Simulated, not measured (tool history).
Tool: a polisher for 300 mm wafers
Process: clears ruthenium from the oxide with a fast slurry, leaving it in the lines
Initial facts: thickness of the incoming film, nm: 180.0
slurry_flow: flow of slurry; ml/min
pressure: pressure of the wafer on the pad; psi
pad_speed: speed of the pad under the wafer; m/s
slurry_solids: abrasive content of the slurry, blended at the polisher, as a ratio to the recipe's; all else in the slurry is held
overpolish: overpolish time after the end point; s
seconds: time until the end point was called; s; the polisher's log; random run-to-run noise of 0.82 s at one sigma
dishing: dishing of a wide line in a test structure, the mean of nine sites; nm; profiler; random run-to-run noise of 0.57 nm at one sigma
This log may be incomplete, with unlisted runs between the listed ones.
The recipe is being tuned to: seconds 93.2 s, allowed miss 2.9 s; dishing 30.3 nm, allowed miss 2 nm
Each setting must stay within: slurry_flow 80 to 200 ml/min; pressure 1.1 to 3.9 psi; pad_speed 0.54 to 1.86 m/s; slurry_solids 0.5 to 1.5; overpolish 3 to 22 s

run 1 hour=0 | slurry_flow=130 pressure=2.5 pad_speed=1.18 slurry_solids=1 overpolish=11 | seconds=46.561 dishing=36.666
run 2 hour=7.1 | slurry_flow=130 pressure=2.9 pad_speed=1.18 slurry_solids=1 overpolish=11 | seconds=39.916 dishing=42.657
run 3 hour=8.4 | slurry_flow=125 pressure=2.7 pad_speed=1.16 slurry_solids=1 overpolish=12 | seconds=44.227 dishing=42.691
run 4 hour=14 | slurry_flow=120 pressure=2.5 pad_speed=1.14 slurry_solids=1 overpolish=12 | seconds=48.511 dishing=38.12
run 5 hour=16.6 | slurry_flow=105 pressure=2.5 pad_speed=1.14 slurry_solids=1 overpolish=12 | seconds=49.882 dishing=35.916
run 6 hour=22.2 | slurry_flow=105 pressure=2.3 pad_speed=1.12 slurry_solids=1 overpolish=13 | seconds=55.704 dishing=37.308
run 7 hour=30 | slurry_flow=105 pressure=2.2 pad_speed=1.12 slurry_solids=1 overpolish=13 | seconds=57.334 dishing=33.812
run 8 hour=32.8 | slurry_flow=105 pressure=2.1 pad_speed=1.12 slurry_solids=1 overpolish=14 | seconds=59.865 dishing=35.235
run 9 hour=41.8 | slurry_flow=105 pressure=2 pad_speed=1.12 slurry_solids=1 overpolish=15 | seconds=63.26 dishing=37.326
run 10 hour=49.7 | slurry_flow=105 pressure=1.9 pad_speed=1.12 slurry_solids=1 overpolish=15 | seconds=66.716 dishing=34.227
run 11 hour=51.8 | slurry_flow=105 pressure=1.8 pad_speed=1.12 slurry_solids=1 overpolish=15 | seconds=70.066 dishing=33.431
run 12 hour=52.7 | slurry_flow=105 pressure=1.7 pad_speed=1.12 slurry_solids=1 overpolish=15 | seconds=74.227 dishing=32.346

5 next moves are on the table. One of them brings every result within its allowed miss. Which?
run A hour=53.6 | slurry_flow=120 pressure=1.5 pad_speed=1 slurry_solids=0.95 overpolish=21 | seconds=? dishing=?
run B hour=53.6 | slurry_flow=95 pressure=1.5 pad_speed=0.96 slurry_solids=1.1 overpolish=18 | seconds=? dishing=?
run C hour=53.6 | slurry_flow=90 pressure=2.2 pad_speed=1.24 slurry_solids=1 overpolish=10 | seconds=? dishing=?
run D hour=53.6 | slurry_flow=135 pressure=1.8 pad_speed=0.74 slurry_solids=1 overpolish=22 | seconds=? dishing=?
run E hour=53.6 | slurry_flow=80 pressure=2.2 pad_speed=1.48 slurry_solids=0.9 overpolish=10 | seconds=? dishing=?

move=A seconds=92.34 dishing=36.053
move=B seconds=93.914 dishing=30.759
move=C seconds=54.54 dishing=29.508
move=D seconds=97.758 dishing=35.706
move=E seconds=51.14 dishing=31.339
A: corrects the largest miss of the last run, while another result sits out of spec
B: every result lands within tolerance
C: misses by more than the last run did
D: takes the result that was furthest off past its target
E: misses by more than the last run did
The move that meets every target is B.
